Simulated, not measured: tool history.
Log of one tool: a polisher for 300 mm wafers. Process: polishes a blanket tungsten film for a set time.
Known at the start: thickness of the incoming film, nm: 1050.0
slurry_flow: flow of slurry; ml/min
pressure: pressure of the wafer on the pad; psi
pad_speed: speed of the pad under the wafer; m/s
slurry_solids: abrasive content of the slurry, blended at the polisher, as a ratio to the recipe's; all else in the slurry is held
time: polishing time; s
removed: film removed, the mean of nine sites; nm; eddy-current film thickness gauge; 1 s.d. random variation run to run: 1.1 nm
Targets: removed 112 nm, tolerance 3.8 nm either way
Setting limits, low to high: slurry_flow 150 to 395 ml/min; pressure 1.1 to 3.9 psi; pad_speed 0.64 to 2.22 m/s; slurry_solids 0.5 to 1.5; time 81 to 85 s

run  hour  slurry_flow  pressure  pad_speed  slurry_solids  time  removed
  1     0          250       2.5       1.42              1    81   253.05
  2   7.8          250       2.1       1.42              1    81   213.02
  3   8.4          250       2.1       1.74              1    81   257.99
  4  15.2          215       2.1       1.74              1    81   256.21
  5  20.5          215       2.1       1.74            0.8    81   239.76
  6  26.3          215       2.1       1.74            0.9    81   248.67
     35.1  -- slurry tank refilled with fresh slurry and peroxide
  7  35.1          215         2       1.66            0.9    81   266.12
  8  38.3          240       1.9       1.52           0.85    81   235.72
  9  46.7          225       1.8        1.4           0.95    81   210.79
 10  53.9          250       1.7       1.28           1.05    81   190.61
 11  56.7          270       1.6       1.18            1.1    81   173.43
 12  58.4          265       1.1        0.8           1.05    81   84.811
 13  61.2          270       1.2        0.8           1.05    81   90.826
 14  66.3          275       1.3        0.8           1.05    81   97.411
 15  74.4          285       1.3        0.8           1.05    81   98.869

Which single option among these 4 for the next run brings every result within its allowed miss of target? Just one does.
  A  82.5          245       1.5       0.78            1.3    85        ?
  B  82.5          245       1.6       0.88            0.9    83        ?
  C  82.5          250       1.6       0.84            0.9    81        ?
  D  82.5          280       1.3          1            0.8    83        ?

move  removed
   A   120.58
   B   124.73
   C   117.04
   D   112.23
A: takes the biggest miss from the last run beyond its target
B: takes the biggest miss from the last run beyond its target
C: takes the biggest miss from the last run beyond its target
D: every result lands within tolerance
Go with D: it meets all targets.
